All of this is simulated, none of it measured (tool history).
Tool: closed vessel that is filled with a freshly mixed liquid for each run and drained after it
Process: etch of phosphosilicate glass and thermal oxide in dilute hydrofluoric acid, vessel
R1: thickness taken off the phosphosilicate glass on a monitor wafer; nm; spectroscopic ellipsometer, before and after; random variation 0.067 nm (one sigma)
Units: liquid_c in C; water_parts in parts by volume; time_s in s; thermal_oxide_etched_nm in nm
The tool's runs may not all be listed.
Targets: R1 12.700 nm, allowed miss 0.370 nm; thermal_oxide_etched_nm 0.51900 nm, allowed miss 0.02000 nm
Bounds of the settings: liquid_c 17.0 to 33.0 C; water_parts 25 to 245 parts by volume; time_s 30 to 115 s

Run 1, hour 0.0: liquid_c 25.0 C, water_parts 135 parts by volume, time_s 60 s. Result: R1 46.715 nm, thermal_oxide_etched_nm 1.92420 nm.
Run 2, hour 5.6: liquid_c 25.0 C, water_parts 160 parts by volume, time_s 60 s. Result: R1 38.141 nm, thermal_oxide_etched_nm 1.57710 nm.
Run 3, hour 8.0: liquid_c 22.5 C, water_parts 190 parts by volume, time_s 60 s. Result: R1 28.608 nm, thermal_oxide_etched_nm 1.12870 nm.
Run 4, hour 15.8: liquid_c 23.0 C, water_parts 210 parts by volume, time_s 50 s. Result: R1 21.271 nm, thermal_oxide_etched_nm 0.86858 nm.
Run 5, hour 22.4: liquid_c 24.5 C, water_parts 210 parts by volume, time_s 50 s. Result: R1 22.638 nm, thermal_oxide_etched_nm 0.91079 nm.
Run 6, hour 28.9: liquid_c 24.5 C, water_parts 170 parts by volume, time_s 50 s. Result: R1 28.820 nm, thermal_oxide_etched_nm 1.18840 nm.
Run 7, hour 31.5: liquid_c 23.0 C, water_parts 195 parts by volume, time_s 50 s. Result: R1 23.497 nm, thermal_oxide_etched_nm 0.96245 nm.
Run 8, hour 34.7: liquid_c 21.5 C, water_parts 210 parts by volume, time_s 50 s. Result: R1 20.177 nm, thermal_oxide_etched_nm 0.82694 nm.
Run 9, hour 44.0: liquid_c 20.0 C, water_parts 220 parts by volume, time_s 50 s. Result: R1 18.051 nm, thermal_oxide_etched_nm 0.73088 nm.
Run 10, hour 48.8: liquid_c 19.0 C, water_parts 230 parts by volume, time_s 50 s. Result: R1 16.425 nm, thermal_oxide_etched_nm 0.68801 nm.
Run 11, hour 53.2: liquid_c 19.5 C, water_parts 235 parts by volume, time_s 45 s. Result: R1 14.722 nm, thermal_oxide_etched_nm 0.59915 nm.
Run 12, hour 57.1: liquid_c 19.0 C, water_parts 240 parts by volume, time_s 45 s. Result: R1 14.022 nm, thermal_oxide_etched_nm 0.56883 nm.
Run 13, hour 62.1: liquid_c 18.5 C, water_parts 240 parts by volume, time_s 45 s. Result: R1 13.850 nm, thermal_oxide_etched_nm 0.56417 nm.

Which of these 4 next moves meets every target?
Run A, hour 67.1: liquid_c 19.5 C, water_parts 230 parts by volume, time_s 40 s. Result: R1 ?, thermal_oxide_etched_nm ?.
Run B, hour 67.1: liquid_c 18.0 C, water_parts 235 parts by volume, time_s 45 s. Result: R1 ?, thermal_oxide_etched_nm ?.
Run C, hour 67.1: liquid_c 20.0 C, water_parts 245 parts by volume, time_s 40 s. Result: R1 ?, thermal_oxide_etched_nm ?.
Run D, hour 67.1: liquid_c 17.0 C, water_parts 165 parts by volume, time_s 30 s. Result: R1 ?, thermal_oxide_etched_nm ?.

move      R1  thermal_oxide_etched_nm
   A  13.421                  0.55597
   B  13.885                  0.57520
   C  12.661                  0.52447
   D  13.521                  0.56009
A: nearer than the last run, and not there yet
B: as far off as the last run
C: meets every target
D: nearer than the last run, and not there yet
Move C is the one to make.

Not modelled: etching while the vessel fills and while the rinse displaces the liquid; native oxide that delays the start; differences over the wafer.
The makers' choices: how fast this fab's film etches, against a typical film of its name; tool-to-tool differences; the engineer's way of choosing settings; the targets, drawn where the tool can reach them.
